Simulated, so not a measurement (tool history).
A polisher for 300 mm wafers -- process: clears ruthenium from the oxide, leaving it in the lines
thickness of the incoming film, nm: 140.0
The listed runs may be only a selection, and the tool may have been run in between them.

run,day,flow of slurry (ml/min),pressure of the wafer on the pad (psi),speed of the pad under the wafer (cm/s),overpolish time after the end point (s),time until the end point was called (s)
1,0,280,2.5,128,11,79.012
2,0.346,280,2.3,124,11,85.147
3,0.471,280,2.3,124,11,88.099
4,0.708,220,2.3,124,11,86.623
5,1.058,220,2.3,124,11,88.225
6,1.329,220,2.2,120,11,94.472

Run 7 has not been measured yet. What should we expect?
7,1.508,220,2.1,118,11,?

time until the end point was called (s): 101.23
